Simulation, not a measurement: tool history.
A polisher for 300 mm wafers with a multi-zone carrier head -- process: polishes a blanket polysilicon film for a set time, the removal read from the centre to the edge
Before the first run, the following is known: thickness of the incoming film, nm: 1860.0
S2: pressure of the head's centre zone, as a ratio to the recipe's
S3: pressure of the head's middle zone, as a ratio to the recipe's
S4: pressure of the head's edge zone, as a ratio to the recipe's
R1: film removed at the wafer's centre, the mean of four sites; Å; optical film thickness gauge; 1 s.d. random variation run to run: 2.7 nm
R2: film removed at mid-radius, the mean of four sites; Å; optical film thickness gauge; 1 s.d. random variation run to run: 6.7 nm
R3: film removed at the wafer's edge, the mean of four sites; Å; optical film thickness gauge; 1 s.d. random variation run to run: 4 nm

Run 1, day 0.000: flow of slurry (ml/min) 250, S2 1.00, S3 1.00, S4 1.00, polishing time (s) 54. Result: R1 5790.0 Å, R2 5868.3 Å, R3 5691.4 Å.
Run 2, day 0.321: flow of slurry (ml/min) 250, S2 1.00, S3 1.00, S4 1.00, polishing time (s) 42. Result: R1 4452.8 Å, R2 4619.6 Å, R3 4477.5 Å.
Run 3, day 0.617: flow of slurry (ml/min) 255, S2 0.99, S3 1.02, S4 1.02, polishing time (s) 42. Result: R1 4464.6 Å, R2 4652.5 Å, R3 4434.3 Å.
Run 4, day 0.933: flow of slurry (ml/min) 255, S2 0.99, S3 1.02, S4 1.06, polishing time (s) 42. Result: R1 4443.2 Å, R2 4674.1 Å, R3 4551.7 Å.
Run 5, day 0.992: flow of slurry (ml/min) 255, S2 0.98, S3 1.04, S4 1.07, polishing time (s) 43. Result: R1 4534.3 Å, R2 4823.9 Å, R3 4737.3 Å.
Run 6, day 1.275: flow of slurry (ml/min) 255, S2 0.98, S3 1.04, S4 1.07, polishing time (s) 36. Result: R1 3826.2 Å, R2 4183.1 Å, R3 3927.0 Å.
Run 7, day 1.483: flow of slurry (ml/min) 255, S2 0.97, S3 1.06, S4 1.08, polishing time (s) 37. Result: R1 3831.4 Å, R2 4214.5 Å, R3 4075.3 Å.

Forecast run 8:
Run 8, day 1.800: flow of slurry (ml/min) 265, S2 0.96, S3 1.08, S4 1.06, polishing time (s) 39. Result: R1 ?, R2 ?, R3 ?.

{"run 8": {"R1": 4039.5, "R2": 4598.5, "R3": 4252.5}}
